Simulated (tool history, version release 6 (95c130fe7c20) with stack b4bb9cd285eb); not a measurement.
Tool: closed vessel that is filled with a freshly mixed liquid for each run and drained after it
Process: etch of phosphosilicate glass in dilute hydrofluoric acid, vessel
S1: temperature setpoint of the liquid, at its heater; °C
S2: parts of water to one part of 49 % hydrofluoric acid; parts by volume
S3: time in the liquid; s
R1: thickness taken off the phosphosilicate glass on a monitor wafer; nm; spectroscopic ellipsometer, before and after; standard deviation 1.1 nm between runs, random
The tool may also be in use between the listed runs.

run    day    S1   S2   S3      R1
  1      0    22  180  130  47.396
  2  0.125    22  115  130  79.841
  3  0.412    24  110  130  89.079
  4  0.625  21.5  110  130  81.475
  5  0.875  23.5  105  130  91.632
  6  0.958    25  100  130  104.47
  7  1.175    25  100  130  103.81

Expected results for the next run?
  8  1.288  26  100  130   ?

Run 8 measured R1 108.71 nm.
